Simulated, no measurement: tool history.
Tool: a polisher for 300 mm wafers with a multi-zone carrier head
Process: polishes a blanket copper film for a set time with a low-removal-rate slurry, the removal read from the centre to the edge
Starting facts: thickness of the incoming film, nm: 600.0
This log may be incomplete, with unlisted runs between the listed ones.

run	day	flow of slurry (ml/min)	pressure of the head's centre zone	pressure of the head's middle zone	pressure of the head's edge zone	abrasive content of the slurry	polishing time (s)	film removed at the wafer's centre (Å)	film removed at mid-radius (Å)	film removed at the wafer's edge (Å)
1	0	310	1	1	1	1	72	1864.5	1853.5	1858.4
2	0.288	365	1	1	1	1	72	1915.6	1965.3	1877.7
3	0.583	365	1	1	1	1	55	1486.3	1479.7	1444.5
4	0.812	365	0.98	1	0.98	0.95	53	1363.3	1404.5	1376.2
5	1.054	365	0.98	1.07	0.98	0.95	53	1381.3	1497.8	1348.5
6	1.271	365	0.98	1.07	0.98	0.8	53	1304.7	1430.6	1317.3
7	1.433	360	0.97	1.06	0.96	0.75	52	1246.6	1392.5	1262.2
8	1.512	315	0.87	0.96	0.86	0.5	44	859.77	974.46	928.16

The next listed run, before its measurement:
9	1.742	325	0.87	0.96	0.87	0.5	44	?	?	?

Run 9 yielded film removed at the wafer's centre (Å) 866.13, film removed at mid-radius (Å) 951.84, film removed at the wafer's edge (Å) 937.04.

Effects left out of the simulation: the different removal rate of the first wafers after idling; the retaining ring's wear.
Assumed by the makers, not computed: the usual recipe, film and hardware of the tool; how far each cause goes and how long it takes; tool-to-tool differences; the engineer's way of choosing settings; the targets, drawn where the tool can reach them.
